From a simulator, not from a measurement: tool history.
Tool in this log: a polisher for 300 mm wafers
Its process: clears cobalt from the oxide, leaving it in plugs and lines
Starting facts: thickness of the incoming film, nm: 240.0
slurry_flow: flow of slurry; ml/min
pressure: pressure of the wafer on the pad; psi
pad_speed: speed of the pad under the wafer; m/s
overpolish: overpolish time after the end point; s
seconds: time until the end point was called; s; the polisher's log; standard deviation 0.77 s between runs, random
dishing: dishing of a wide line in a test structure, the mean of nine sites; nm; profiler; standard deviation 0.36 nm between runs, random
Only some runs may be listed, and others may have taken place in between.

run 1 day=0.000 | slurry_flow=205 pressure=1.4 pad_speed=1.26 overpolish=11 | seconds=60.831 dishing=21.332
run 2 day=0.288 | slurry_flow=205 pressure=1.4 pad_speed=1.10 overpolish=11 | seconds=70.402 dishing=20.863
run 3 day=0.388 | slurry_flow=205 pressure=1.5 pad_speed=1.12 overpolish=11 | seconds=66.679 dishing=21.428
run 4 day=0.512 | slurry_flow=205 pressure=1.6 pad_speed=1.14 overpolish=11 | seconds=60.013 dishing=21.520
run 5 day=0.758 | slurry_flow=205 pressure=1.6 pad_speed=0.96 overpolish=11 | seconds=72.529 dishing=21.354
run 6 day=0.796 | slurry_flow=185 pressure=1.6 pad_speed=0.96 overpolish=11 | seconds=74.952 dishing=20.123
run 7 day=0.983 | slurry_flow=190 pressure=1.7 pad_speed=0.98 overpolish=11 | seconds=67.035 dishing=21.266

For run 8, what comes out?
run 8 day=1.029 | slurry_flow=195 pressure=1.8 pad_speed=1.00 overpolish=11 | seconds=? dishing=?

For run 8 the tool returned seconds 61.895 s, dishing 21.662 nm.
